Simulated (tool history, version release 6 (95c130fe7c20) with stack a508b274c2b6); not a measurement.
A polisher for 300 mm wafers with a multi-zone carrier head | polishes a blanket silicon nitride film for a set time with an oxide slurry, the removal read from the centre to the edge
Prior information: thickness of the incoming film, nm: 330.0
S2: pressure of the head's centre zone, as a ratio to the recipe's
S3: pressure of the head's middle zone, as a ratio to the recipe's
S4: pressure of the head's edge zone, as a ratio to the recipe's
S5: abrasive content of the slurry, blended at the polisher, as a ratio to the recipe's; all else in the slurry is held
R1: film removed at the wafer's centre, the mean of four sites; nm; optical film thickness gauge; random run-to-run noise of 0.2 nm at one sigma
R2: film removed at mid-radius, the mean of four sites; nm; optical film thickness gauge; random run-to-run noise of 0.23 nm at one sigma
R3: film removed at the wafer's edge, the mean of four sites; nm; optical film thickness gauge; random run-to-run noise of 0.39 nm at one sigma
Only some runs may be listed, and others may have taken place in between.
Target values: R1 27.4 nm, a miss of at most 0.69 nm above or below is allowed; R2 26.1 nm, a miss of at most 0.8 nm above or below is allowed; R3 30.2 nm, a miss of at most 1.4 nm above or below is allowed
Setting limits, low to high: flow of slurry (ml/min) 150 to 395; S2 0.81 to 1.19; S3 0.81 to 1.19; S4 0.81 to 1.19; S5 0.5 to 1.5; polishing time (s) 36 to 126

{"run": 1, "day": 0.0, "flow of slurry (ml/min)": 250, "S2": 1, "S3": 1, "S4": 1, "S5": 1, "polishing time (s)": 81, "R1": 55.343, "R2": 57.225, "R3": 55.677}
{"run": 2, "day": 0.121, "flow of slurry (ml/min)": 250, "S2": 1, "S3": 1, "S4": 1, "S5": 1, "polishing time (s)": 70, "R1": 47.89, "R2": 48.878, "R3": 48.315}
{"run": 3, "day": 0.379, "flow of slurry (ml/min)": 250, "S2": 1, "S3": 0.95, "S4": 1, "S5": 1, "polishing time (s)": 70, "R1": 47.694, "R2": 46.855, "R3": 48.025}
{"run": 4, "day": 0.638, "flow of slurry (ml/min)": 250, "S2": 1, "S3": 0.91, "S4": 1, "S5": 1, "polishing time (s)": 70, "R1": 48.57, "R2": 44.982, "R3": 48.366}
{"run": 5, "day": 0.796, "flow of slurry (ml/min)": 250, "S2": 1, "S3": 0.84, "S4": 1, "S5": 1, "polishing time (s)": 70, "R1": 47.934, "R2": 41.797, "R3": 48.04}
{"run": 6, "day": 0.933, "flow of slurry (ml/min)": 250, "S2": 1, "S3": 0.84, "S4": 1, "S5": 0.9, "polishing time (s)": 70, "R1": 45.546, "R2": 40.128, "R3": 45.438}
{"day": 1.262, "done": "worn pad replaced by a new one"}
{"run": 7, "day": 1.262, "flow of slurry (ml/min)": 235, "S2": 0.98, "S3": 0.83, "S4": 1.01, "S5": 0.8, "polishing time (s)": 65, "R1": 42.288, "R2": 37.718, "R3": 43.872}
{"run": 8, "day": 1.529, "flow of slurry (ml/min)": 235, "S2": 0.96, "S3": 0.83, "S4": 1, "S5": 0.7, "polishing time (s)": 57, "R1": 33.073, "R2": 30.378, "R3": 34.496}
{"run": 9, "day": 1.704, "flow of slurry (ml/min)": 235, "S2": 0.96, "S3": 0.83, "S4": 1, "S5": 0.7, "polishing time (s)": 57, "R1": 33.34, "R2": 30.317, "R3": 34.653}
{"run": 10, "day": 2.038, "flow of slurry (ml/min)": 220, "S2": 0.94, "S3": 0.82, "S4": 0.99, "S5": 0.65, "polishing time (s)": 56, "R1": 30.384, "R2": 27.878, "R3": 31.899}
{"run": 11, "day": 2.312, "flow of slurry (ml/min)": 155, "S2": 0.89, "S3": 0.81, "S4": 1, "S5": 0.65, "polishing time (s)": 56, "R1": 28.713, "R2": 26.388, "R3": 31.598}
{"run": 12, "day": 2.429, "flow of slurry (ml/min)": 155, "S2": 0.88, "S3": 0.81, "S4": 0.99, "S5": 0.65, "polishing time (s)": 56, "R1": 28.028, "R2": 26.101, "R3": 31.025}

5 next moves are on the table. One of them brings every result within its allowed miss. Which?
{"run": "A", "day": 2.546, "flow of slurry (ml/min)": 150, "S2": 0.88, "S3": 0.82, "S4": 0.96, "S5": 0.65, "polishing time (s)": 55, "R1": "?", "R2": "?", "R3": "?"}
{"run": "B", "day": 2.546, "flow of slurry (ml/min)": 150, "S2": 0.93, "S3": 0.82, "S4": 0.95, "S5": 0.8, "polishing time (s)": 49, "R1": "?", "R2": "?", "R3": "?"}
{"run": "C", "day": 2.546, "flow of slurry (ml/min)": 150, "S2": 0.9, "S3": 0.81, "S4": 1, "S5": 0.75, "polishing time (s)": 52, "R1": "?", "R2": "?", "R3": "?"}
{"run": "D", "day": 2.546, "flow of slurry (ml/min)": 180, "S2": 0.81, "S3": 0.83, "S4": 0.99, "S5": 0.6, "polishing time (s)": 61, "R1": "?", "R2": "?", "R3": "?"}
{"run": "E", "day": 2.546, "flow of slurry (ml/min)": 155, "S2": 0.94, "S3": 0.83, "S4": 0.88, "S5": 0.75, "polishing time (s)": 51, "R1": "?", "R2": "?", "R3": "?"}

move=A R1=27.399 R2=26.116 R3=30.639
move=B R1=29.146 R2=26.826 R3=31.323
move=C R1=29.053 R2=27.032 R3=32.674
move=D R1=27.724 R2=28.022 R3=32.861
move=E R1=29.406 R2=27.138 R3=30.251
A: in spec on every target
B: lands further from the targets than the last run did
C: lands further from the targets than the last run did
D: the worst result of the last run now meets its target, but another is out of spec
E: lands further from the targets than the last run did
Move A is the one to make.

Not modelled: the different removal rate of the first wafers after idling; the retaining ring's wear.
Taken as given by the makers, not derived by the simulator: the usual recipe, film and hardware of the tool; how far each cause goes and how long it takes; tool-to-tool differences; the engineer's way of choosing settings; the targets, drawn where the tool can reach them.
